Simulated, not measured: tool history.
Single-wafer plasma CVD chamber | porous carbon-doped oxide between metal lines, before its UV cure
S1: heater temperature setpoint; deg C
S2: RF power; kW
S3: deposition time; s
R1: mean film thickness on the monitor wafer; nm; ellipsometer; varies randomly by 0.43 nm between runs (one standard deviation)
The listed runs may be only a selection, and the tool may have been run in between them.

run 1 hour=0.0 | S1=295 S2=0.610 S3=22.0 | R1=142.04
run 2 hour=2.4 | S1=285 S2=0.610 S3=22.0 | R1=152.30
run 3 hour=9.4 | S1=281 S2=0.615 S3=22.0 | R1=157.15
run 4 hour=14.6 | S1=281 S2=0.615 S3=22.0 | R1=157.83
run 5 hour=16.0 | S1=278 S2=0.615 S3=22.0 | R1=161.69
run 6 hour=20.9 | S1=288 S2=0.615 S3=22.0 | R1=150.24
run 7 hour=26.4 | S1=283 S2=0.615 S3=22.0 | R1=155.91
-- hour=27.3 RF generator calibrated
run 8 hour=27.3 | S1=279 S2=0.615 S3=22.0 | R1=171.82

The next listed run, before its measurement:
run 9 hour=32.6 | S1=280 S2=0.615 S3=22.0 | R1=?

R1: 171.00 nm
